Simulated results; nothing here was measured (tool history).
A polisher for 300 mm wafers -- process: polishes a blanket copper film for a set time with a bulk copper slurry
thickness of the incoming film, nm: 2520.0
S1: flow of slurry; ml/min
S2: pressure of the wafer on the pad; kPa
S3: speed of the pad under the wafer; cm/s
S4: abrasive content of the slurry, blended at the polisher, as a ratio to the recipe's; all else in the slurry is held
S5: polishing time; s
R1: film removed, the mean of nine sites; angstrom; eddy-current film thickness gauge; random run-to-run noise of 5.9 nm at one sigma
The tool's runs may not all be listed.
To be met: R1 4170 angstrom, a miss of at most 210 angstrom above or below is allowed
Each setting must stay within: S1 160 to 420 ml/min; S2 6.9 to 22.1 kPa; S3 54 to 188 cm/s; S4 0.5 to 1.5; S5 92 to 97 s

| run | hour | S1 | S2 | S3 | S4 | S5 | R1 |
|---|---|---|---|---|---|---|---|
| 1 | 0 | 270 | 14.5 | 120 | 1 | 92 | 7753.8 |
| 2 | 4 | 270 | 12.4 | 116 | 1 | 92 | 6539.4 |
| 3 | 10.4 | 270 | 9.7 | 116 | 1 | 92 | 5376.6 |
| 4 | 17.8 | 270 | 9 | 114 | 1 | 92 | 5048.9 |
| 5 | 26.3 | 300 | 9 | 114 | 1 | 92 | 4962.6 |
| 6 | 31.2 | 300 | 9 | 114 | 1 | 97 | 5155.3 |
| 7 | 34.5 | 300 | 8.3 | 112 | 1 | 97 | 4853.8 |
| 8 | 38.1 | 300 | 7.6 | 110 | 1 | 97 | 4548.9 |
| 9 | 42.8 | 300 | 7.6 | 108 | 1 | 97 | 4523.5 |

5 candidate next runs follow, results not yet known. Just one meets every target within its allowed miss. Identify it.
| A | 47.5 | 345 | 9.7 | 92 | 1.1 | 94 | ? |
| B | 47.5 | 365 | 11 | 74 | 1.05 | 94 | ? |
| C | 47.5 | 260 | 7.6 | 128 | 0.95 | 94 | ? |
| D | 47.5 | 315 | 6.9 | 128 | 1.15 | 93 | ? |
| E | 47.5 | 365 | 6.9 | 100 | 1.1 | 92 | ? |

| move | R1 |
|---|---|
| A | 4767.9 |
| B | 4300.1 |
| C | 5112.9 |
| D | 4986.2 |
| E | 3896.6 |
A: its largest miss is bigger than the last run's
B: in spec on every target
C: its largest miss is bigger than the last run's
D: its largest miss is bigger than the last run's
E: carries the result that was furthest off beyond its target, to the other side
So the answer is move B, the one that meets all the targets.
